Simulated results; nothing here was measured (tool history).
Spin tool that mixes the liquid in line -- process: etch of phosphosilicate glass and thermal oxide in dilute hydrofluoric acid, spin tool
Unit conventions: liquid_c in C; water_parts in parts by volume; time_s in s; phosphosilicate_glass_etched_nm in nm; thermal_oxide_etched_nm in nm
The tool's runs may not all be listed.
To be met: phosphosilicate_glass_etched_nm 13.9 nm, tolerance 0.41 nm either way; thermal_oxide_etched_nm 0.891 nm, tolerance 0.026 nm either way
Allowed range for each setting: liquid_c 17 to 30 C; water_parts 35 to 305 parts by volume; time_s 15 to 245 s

run	hour	liquid_c	water_parts	time_s	phosphosilicate_glass_etched_nm	thermal_oxide_etched_nm
1	0	22	170	125	39.802	2.5566
2	5.5	22	170	75	23.841	1.53
3	8.5	21.5	175	75	22.453	1.4526
4	12.8	21	180	75	21.546	1.3991
5	15.9	21	180	105	29.997	1.923
6	23.8	20.5	195	105	26.664	1.7121
7	24.8	20	205	105	24.927	1.5622
8	29	20	215	105	23.337	1.5169
9	33.1	19.5	225	105	21.835	1.3877
10	40.9	19	295	100	14.577	0.93433
11	49.3	18.5	295	100	14.313	0.91189

Of the 4 settings listed for the next run, only one would bring every result within its allowed miss of target. Which one?
A	57.7	20	305	90	?	?
B	57.7	17.5	270	90	?	?
C	57.7	17	295	95	?	?
D	57.7	17	305	100	?	?

move	phosphosilicate_glass_etched_nm	thermal_oxide_etched_nm
A	13.044	0.83287
B	13.841	0.88376
C	12.843	0.82003
D	12.967	0.82795
A: takes the biggest miss from the last run beyond its target
B: all results in spec
C: takes the biggest miss from the last run beyond its target
D: takes the biggest miss from the last run beyond its target
Move B is the one to make.
